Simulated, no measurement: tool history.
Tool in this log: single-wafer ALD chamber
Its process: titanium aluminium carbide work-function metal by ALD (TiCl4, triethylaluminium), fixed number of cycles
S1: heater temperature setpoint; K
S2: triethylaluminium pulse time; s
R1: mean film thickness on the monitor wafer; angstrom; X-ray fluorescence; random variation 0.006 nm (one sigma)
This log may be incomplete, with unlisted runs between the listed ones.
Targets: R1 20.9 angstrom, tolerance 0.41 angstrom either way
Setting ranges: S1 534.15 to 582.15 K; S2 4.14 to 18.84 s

| run | hour | S1 | S2 | R1 |
|---|---|---|---|---|
| 1 | 0 | 558.15 | 11.49 | 19.252 |
| 2 | 7.5 | 563.15 | 12.09 | 19.818 |
| 3 | 9.3 | 566.15 | 12.45 | 20.112 |
| 4 | 11.4 | 568.15 | 12.74 | 20.445 |
| 5 | 18.4 | 568.15 | 15.05 | 20.404 |
| 6 | 20.4 | 560.15 | 15.05 | 19.64 |
| 7 | 23.6 | 564.15 | 15.22 | 20.116 |
| 8 | 29.9 | 566.15 | 15.37 | 20.363 |

Exercise: of the 5 proposed moves below, exactly one satisfies all targets within the stated allowed misses. Which move is it?
| A | 36.2 | 558.15 | 17.07 | ? |
| B | 36.2 | 565.15 | 15.19 | ? |
| C | 36.2 | 562.15 | 16.65 | ? |
| D | 36.2 | 572.15 | 15.76 | ? |
| E | 36.2 | 562.15 | 15.72 | ? |

| move | R1 |
|---|---|
| A | 19.534 |
| B | 20.135 |
| C | 19.892 |
| D | 20.79 |
| E | 19.876 |
A: misses by more than the last run did
B: misses by more than the last run did
C: misses by more than the last run did
D: hits every target within its allowed miss
E: misses by more than the last run did
Answer: D
